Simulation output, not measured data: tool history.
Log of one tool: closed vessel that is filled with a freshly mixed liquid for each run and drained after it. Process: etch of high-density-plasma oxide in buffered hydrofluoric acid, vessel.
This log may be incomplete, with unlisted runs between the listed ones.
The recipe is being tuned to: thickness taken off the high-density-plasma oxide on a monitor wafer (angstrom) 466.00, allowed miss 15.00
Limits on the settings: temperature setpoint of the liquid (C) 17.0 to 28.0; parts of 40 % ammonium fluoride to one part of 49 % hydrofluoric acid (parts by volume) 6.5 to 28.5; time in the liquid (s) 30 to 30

| run | hour | temperature setpoint of the liquid (C) | parts of 40 % ammonium fluoride to one part of 49 % hydrofluoric acid (parts by volume) | time in the liquid (s) | thickness taken off the high-density-plasma oxide on a monitor wafer (angstrom) |
|---|---|---|---|---|---|
| 1 | 0.0 | 20.0 | 17.5 | 30 | 173.89 |
| 2 | 8.7 | 21.5 | 16.0 | 30 | 207.31 |
| 3 | 12.5 | 22.5 | 15.0 | 30 | 231.90 |
| 4 | 20.6 | 22.5 | 15.0 | 30 | 230.32 |
| 5 | 28.7 | 23.5 | 14.0 | 30 | 267.90 |
| 6 | 34.2 | 24.0 | 13.5 | 30 | 282.48 |
| 7 | 38.5 | 24.5 | 13.0 | 30 | 298.91 |
| 8 | 39.9 | 25.0 | 12.5 | 30 | 321.27 |
| 9 | 47.2 | 28.0 | 8.5 | 30 | 531.31 |
| 10 | 53.3 | 27.5 | 8.5 | 30 | 517.73 |
| 11 | 59.6 | 26.5 | 8.5 | 30 | 500.58 |

5 candidate next runs follow, results not yet known. Just one meets every target within its allowed miss. Identify it.
| A | 65.9 | 25.5 | 9.0 | 30 | ? |
| B | 65.9 | 23.5 | 8.5 | 30 | ? |
| C | 65.9 | 24.0 | 8.5 | 30 | ? |
| D | 65.9 | 23.0 | 8.0 | 30 | ? |
| E | 65.9 | 24.5 | 8.0 | 30 | ? |

| move | thickness taken off the high-density-plasma oxide on a monitor wafer (angstrom) |
|---|---|
| A | 441.96 |
| B | 421.85 |
| C | 433.52 |
| D | 438.33 |
| E | 475.72 |
A: takes the biggest miss from the last run beyond its target
B: takes the biggest miss from the last run beyond its target
C: takes the biggest miss from the last run beyond its target
D: takes the biggest miss from the last run beyond its target
E: each result inside its tolerance
The right move is E.
